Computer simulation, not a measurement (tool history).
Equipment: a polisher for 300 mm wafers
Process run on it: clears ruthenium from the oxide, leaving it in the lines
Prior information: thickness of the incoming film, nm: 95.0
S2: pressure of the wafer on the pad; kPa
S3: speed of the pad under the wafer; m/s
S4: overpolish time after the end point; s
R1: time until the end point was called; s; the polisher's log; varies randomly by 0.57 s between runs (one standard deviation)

Run 1, hour 0: flow of slurry (ml/min) 180, S2 11 kPa, S3 1.16 m/s, S4 44 s. Result: R1 78.52 s.
Run 2, hour 6.1: flow of slurry (ml/min) 180, S2 11 kPa, S3 0.94 m/s, S4 44 s. Result: R1 90.304 s.
Run 3, hour 11.7: flow of slurry (ml/min) 180, S2 11 kPa, S3 0.68 m/s, S4 44 s. Result: R1 111.22 s.
Run 4, hour 18.9: flow of slurry (ml/min) 160, S2 11 kPa, S3 0.68 m/s, S4 44 s. Result: R1 111.54 s.
Run 5, hour 20.2: flow of slurry (ml/min) 160, S2 12.4 kPa, S3 0.72 m/s, S4 44 s. Result: R1 96.227 s.
Run 6, hour 26: flow of slurry (ml/min) 160, S2 13.8 kPa, S3 0.76 m/s, S4 44 s. Result: R1 84.911 s.

Run 7, settings as shown, results not yet in. Your forecast:
Run 7, hour 32.5: flow of slurry (ml/min) 160, S2 14.5 kPa, S3 0.8 m/s, S4 44 s. Result: R1 ?.

Run 7 came out at R1 76.913 s.
